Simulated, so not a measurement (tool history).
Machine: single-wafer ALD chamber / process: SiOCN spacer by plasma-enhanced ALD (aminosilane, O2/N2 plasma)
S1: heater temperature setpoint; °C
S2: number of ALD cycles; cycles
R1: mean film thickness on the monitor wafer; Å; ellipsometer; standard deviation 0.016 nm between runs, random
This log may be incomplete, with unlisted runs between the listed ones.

{"run": 1, "hour": 0.0, "S1": 390, "S2": 34, "R1": 22.109}
{"run": 2, "hour": 6.8, "S1": 390, "S2": 37, "R1": 24.154}
{"run": 3, "hour": 9.4, "S1": 390, "S2": 40, "R1": 26.177}
{"run": 4, "hour": 11.3, "S1": 396, "S2": 40, "R1": 25.882}
{"run": 5, "hour": 14.6, "S1": 396, "S2": 37, "R1": 24.206}
{"run": 6, "hour": 18.4, "S1": 396, "S2": 38, "R1": 24.694}

Predict the results of run 7:
{"run": 7, "hour": 20.8, "S1": 396, "S2": 39, "R1": "?"}

{"run 7": {"R1": 25.32}}

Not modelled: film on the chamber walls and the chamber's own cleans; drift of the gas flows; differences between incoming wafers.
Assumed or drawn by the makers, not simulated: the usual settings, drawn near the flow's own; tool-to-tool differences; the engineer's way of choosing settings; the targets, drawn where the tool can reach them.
